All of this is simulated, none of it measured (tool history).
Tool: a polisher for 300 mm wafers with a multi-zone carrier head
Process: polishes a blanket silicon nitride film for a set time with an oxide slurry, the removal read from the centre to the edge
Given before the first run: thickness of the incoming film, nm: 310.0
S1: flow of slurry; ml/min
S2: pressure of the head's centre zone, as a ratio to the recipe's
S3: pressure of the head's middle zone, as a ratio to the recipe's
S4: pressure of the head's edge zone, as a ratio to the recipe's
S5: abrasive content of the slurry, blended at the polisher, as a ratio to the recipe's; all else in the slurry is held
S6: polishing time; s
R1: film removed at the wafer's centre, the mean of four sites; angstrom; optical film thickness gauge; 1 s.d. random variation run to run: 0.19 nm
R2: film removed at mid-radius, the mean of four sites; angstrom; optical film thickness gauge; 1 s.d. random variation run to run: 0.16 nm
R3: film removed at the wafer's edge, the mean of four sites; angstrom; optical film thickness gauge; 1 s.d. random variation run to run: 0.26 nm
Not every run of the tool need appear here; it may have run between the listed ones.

run 1 hour=0.0 | S1=260 S2=1.00 S3=1.00 S4=1.00 S5=1.00 S6=62 | R1=236.26 R2=236.13 R3=239.95
run 2 hour=3.6 | S1=260 S2=1.00 S3=0.99 S4=0.98 S5=1.00 S6=62 | R1=233.69 R2=234.40 R3=234.95
run 3 hour=8.0 | S1=260 S2=1.00 S3=0.97 S4=0.96 S5=1.00 S6=62 | R1=233.96 R2=234.56 R3=234.85
run 4 hour=9.9 | S1=260 S2=1.01 S3=0.96 S4=0.95 S5=0.95 S6=62 | R1=231.21 R2=221.60 R3=229.46
run 5 hour=12.3 | S1=260 S2=1.01 S3=0.96 S4=0.94 S5=0.95 S6=62 | R1=235.43 R2=221.17 R3=226.27
run 6 hour=20.7 | S1=255 S2=1.01 S3=0.95 S4=0.93 S5=0.95 S6=62 | R1=235.45 R2=220.51 R3=229.30

Run 7 comes next. What will it give?
run 7 hour=28.9 | S1=290 S2=1.06 S3=0.94 S4=0.87 S5=0.70 S6=61 | R1=? R2=? R3=?

Run 7 measured R1 204.33 angstrom, R2 178.75 angstrom, R3 179.06 angstrom.

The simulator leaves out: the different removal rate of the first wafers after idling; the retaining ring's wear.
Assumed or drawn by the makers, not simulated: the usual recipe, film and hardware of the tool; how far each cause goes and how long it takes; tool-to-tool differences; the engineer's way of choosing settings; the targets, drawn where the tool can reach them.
